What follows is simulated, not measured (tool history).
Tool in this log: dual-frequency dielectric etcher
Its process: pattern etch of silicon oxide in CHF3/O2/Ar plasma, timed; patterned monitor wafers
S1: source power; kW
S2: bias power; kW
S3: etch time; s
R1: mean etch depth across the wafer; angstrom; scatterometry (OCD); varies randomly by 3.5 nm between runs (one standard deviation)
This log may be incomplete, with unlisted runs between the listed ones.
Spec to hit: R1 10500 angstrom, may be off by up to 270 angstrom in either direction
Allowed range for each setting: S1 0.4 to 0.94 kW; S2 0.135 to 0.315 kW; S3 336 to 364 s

| run | day | S1 | S2 | S3 | R1 |
|---|---|---|---|---|---|
| 1 | 0 | 0.67 | 0.225 | 364 | 9098.2 |
| 2 | 0.1 | 0.67 | 0.225 | 364 | 8970.4 |
| 3 | 0.179 | 0.58 | 0.225 | 364 | 8432.4 |
| 4 | 0.229 | 0.67 | 0.232 | 364 | 9112.5 |
| 5 | 0.517 | 0.67 | 0.232 | 364 | 9036.9 |
| 6 | 0.738 | 0.67 | 0.232 | 336 | 8472.8 |
| 7 | 1.004 | 0.74 | 0.244 | 340 | 9038.5 |
| 8 | 1.279 | 0.79 | 0.255 | 345 | 9576.9 |
| 9 | 1.329 | 0.79 | 0.255 | 345 | 9603.6 |
| 10 | 1.421 | 0.83 | 0.26 | 346 | 9836.3 |
| 11 | 1.617 | 0.86 | 0.265 | 347 | 10109 |

Exactly one of the 4 candidate moves below puts every result within its allowed miss. Which one?
| A | 1.812 | 0.75 | 0.302 | 364 | ? |
| B | 1.812 | 0.85 | 0.265 | 336 | ? |
| C | 1.812 | 0.87 | 0.25 | 336 | ? |
| D | 1.812 | 0.84 | 0.274 | 336 | ? |

| move | R1 |
|---|---|
| A | 10477 |
| B | 9767.2 |
| C | 9678 |
| D | 9826.2 |
A: every result lands within tolerance
B: lands further from the targets than the last run did
C: lands further from the targets than the last run did
D: lands further from the targets than the last run did
A is the move that brings every result within its allowed miss.
